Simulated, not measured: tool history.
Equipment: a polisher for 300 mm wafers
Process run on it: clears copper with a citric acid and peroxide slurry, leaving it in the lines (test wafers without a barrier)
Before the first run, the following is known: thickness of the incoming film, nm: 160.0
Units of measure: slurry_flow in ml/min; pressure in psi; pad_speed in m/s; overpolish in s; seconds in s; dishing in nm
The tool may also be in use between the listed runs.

| run | hour | slurry_flow | pressure | pad_speed | slurry_solids | overpolish | seconds | dishing |
|---|---|---|---|---|---|---|---|---|
| 1 | 0.0 | 205 | 2.3 | 1.06 | 1.0 | 12 | 73.451 | 17.341 |
| 2 | 5.6 | 205 | 2.5 | 1.06 | 1.0 | 11 | 69.447 | 17.610 |
| 3 | 10.2 | 175 | 2.5 | 1.06 | 1.0 | 11 | 71.055 | 17.996 |
| 4 | 19.3 | 175 | 3.0 | 1.06 | 1.0 | 11 | 60.884 | 20.418 |
| 5 | 22.7 | 175 | 2.6 | 1.06 | 1.0 | 11 | 68.695 | 17.283 |
| 6 | 29.6 | 185 | 2.8 | 1.06 | 1.0 | 10 | 63.279 | 17.157 |
| 7 | 32.8 | 195 | 3.0 | 1.06 | 1.0 | 10 | 59.392 | 17.925 |

Forecast run 8:
| 8 | 39.2 | 200 | 3.1 | 1.06 | 1.0 | 10 | ? | ? |

Run 8 gave seconds 57.765 s, dishing 18.776 nm.

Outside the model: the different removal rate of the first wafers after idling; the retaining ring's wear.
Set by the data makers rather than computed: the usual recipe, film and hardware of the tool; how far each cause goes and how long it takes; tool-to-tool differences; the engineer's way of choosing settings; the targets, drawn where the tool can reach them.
